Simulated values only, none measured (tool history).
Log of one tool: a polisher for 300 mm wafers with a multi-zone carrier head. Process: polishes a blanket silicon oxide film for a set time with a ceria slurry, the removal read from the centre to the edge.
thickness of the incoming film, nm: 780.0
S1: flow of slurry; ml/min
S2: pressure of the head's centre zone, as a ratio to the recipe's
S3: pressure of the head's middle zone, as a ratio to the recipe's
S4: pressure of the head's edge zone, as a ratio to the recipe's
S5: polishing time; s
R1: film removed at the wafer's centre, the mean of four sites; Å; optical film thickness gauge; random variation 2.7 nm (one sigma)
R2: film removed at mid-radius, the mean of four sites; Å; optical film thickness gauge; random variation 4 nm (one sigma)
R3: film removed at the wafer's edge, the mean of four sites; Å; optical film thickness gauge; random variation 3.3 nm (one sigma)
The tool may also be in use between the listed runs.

| run | day | S1 | S2 | S3 | S4 | S5 | R1 | R2 | R3 |
|---|---|---|---|---|---|---|---|---|---|
| 1 | 0.000 | 235 | 1.00 | 1.00 | 1.00 | 42 | 2288.4 | 2454.2 | 2339.2 |
| 2 | 0.342 | 235 | 1.00 | 1.08 | 1.00 | 42 | 2315.7 | 2532.2 | 2332.3 |
| 3 | 0.421 | 235 | 1.00 | 1.08 | 1.09 | 42 | 2320.4 | 2544.6 | 2490.8 |
| 4 | 0.671 | 235 | 0.95 | 1.08 | 1.09 | 42 | 2195.8 | 2542.5 | 2462.5 |
| 5 | 0.750 | 240 | 0.95 | 1.09 | 1.10 | 43 | 2251.6 | 2626.5 | 2535.8 |
| 6 | 1.012 | 240 | 0.95 | 1.10 | 1.11 | 44 | 2305.5 | 2711.1 | 2631.1 |

Forecast run 7:
| 7 | 1.196 | 240 | 0.95 | 1.10 | 1.11 | 44 | ? | ? | ? |

R1: 2332.2 Å
R2: 2698.8 Å
R3: 2577.2 Å

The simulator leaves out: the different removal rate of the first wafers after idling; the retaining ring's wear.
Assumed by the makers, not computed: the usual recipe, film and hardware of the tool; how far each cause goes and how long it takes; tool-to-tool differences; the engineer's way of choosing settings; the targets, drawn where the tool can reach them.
